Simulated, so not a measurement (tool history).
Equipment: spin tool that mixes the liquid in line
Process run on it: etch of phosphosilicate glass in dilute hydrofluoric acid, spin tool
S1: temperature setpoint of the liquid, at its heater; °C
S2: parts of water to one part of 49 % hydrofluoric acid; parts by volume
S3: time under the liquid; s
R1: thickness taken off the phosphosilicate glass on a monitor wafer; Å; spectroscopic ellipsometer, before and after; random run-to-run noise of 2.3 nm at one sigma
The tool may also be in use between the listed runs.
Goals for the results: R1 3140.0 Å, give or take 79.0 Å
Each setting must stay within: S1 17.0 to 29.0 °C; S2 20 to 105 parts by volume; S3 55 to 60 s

run	day	S1	S2	S3	R1
1	0.000	21.0	55	55	1065.9
2	0.221	22.5	55	55	1132.4
3	0.471	23.5	50	55	1320.5
4	0.712	23.5	50	60	1443.3
5	0.988	20.0	50	60	1230.2
6	1.071	20.0	30	60	2115.9
7	1.196	21.5	30	60	2271.7
8	1.388	22.5	30	60	2326.0
9	1.675	23.5	30	60	2465.6

Below are 5 possible settings for the next run. Only one of them brings all results inside the allowed miss of their targets. Which is it?
A	1.962	25.0	25	55	?
B	1.962	23.5	25	60	?
C	1.962	25.0	25	60	?
D	1.962	26.0	25	55	?
E	1.962	25.5	25	55	?

move	R1
A	2887.3
B	2957.6
C	3149.7
D	3009.8
E	2948.0
A: nearer the targets than the last run, but a result is still out of spec
B: nearer the targets than the last run, but a result is still out of spec
C: in spec on every target
D: nearer the targets than the last run, but a result is still out of spec
E: nearer the targets than the last run, but a result is still out of spec
Move C is the one to make.

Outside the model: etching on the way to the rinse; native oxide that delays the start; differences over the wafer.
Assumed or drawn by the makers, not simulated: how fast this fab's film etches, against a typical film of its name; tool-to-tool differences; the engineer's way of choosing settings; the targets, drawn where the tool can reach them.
